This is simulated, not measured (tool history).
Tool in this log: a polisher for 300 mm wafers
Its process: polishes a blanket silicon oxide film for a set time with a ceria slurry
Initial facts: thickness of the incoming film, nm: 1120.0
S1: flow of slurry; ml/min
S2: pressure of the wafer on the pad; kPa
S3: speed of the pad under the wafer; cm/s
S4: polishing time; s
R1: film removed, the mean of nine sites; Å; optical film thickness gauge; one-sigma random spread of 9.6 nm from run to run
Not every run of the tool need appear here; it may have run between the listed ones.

Run 1, hour 0: S1 285 ml/min, S2 28.3 kPa, S3 122 cm/s, S4 71 s. Result: R1 5503.7 Å.
Run 2, hour 4.3: S1 285 ml/min, S2 21.4 kPa, S3 122 cm/s, S4 71 s. Result: R1 4543.8 Å.
Run 3, hour 8.5: S1 285 ml/min, S2 26.9 kPa, S3 124 cm/s, S4 71 s. Result: R1 5350.8 Å.
Run 4, hour 9: S1 285 ml/min, S2 31 kPa, S3 126 cm/s, S4 71 s. Result: R1 5933.1 Å.
Run 5, hour 13.5: S1 285 ml/min, S2 34.5 kPa, S3 130 cm/s, S4 71 s. Result: R1 6521.8 Å.
Run 6, hour 22.4: S1 285 ml/min, S2 34.5 kPa, S3 104 cm/s, S4 71 s. Result: R1 5469.6 Å.
Run 7, hour 28: S1 285 ml/min, S2 42.1 kPa, S3 126 cm/s, S4 72 s. Result: R1 7583.4 Å.
Run 8, hour 30: S1 285 ml/min, S2 42.7 kPa, S3 130 cm/s, S4 72 s. Result: R1 7877.7 Å.
Run 9, hour 38.3: S1 285 ml/min, S2 42.7 kPa, S3 132 cm/s, S4 72 s. Result: R1 8062.5 Å.
Run 10, hour 41.9: S1 285 ml/min, S2 42.7 kPa, S3 134 cm/s, S4 72 s. Result: R1 7908.9 Å.

Predict the results of run 11:
Run 11, hour 44.3: S1 285 ml/min, S2 42.7 kPa, S3 136 cm/s, S4 72 s. Result: R1 ?.

Logged for run 11: R1 8091.2 Å.
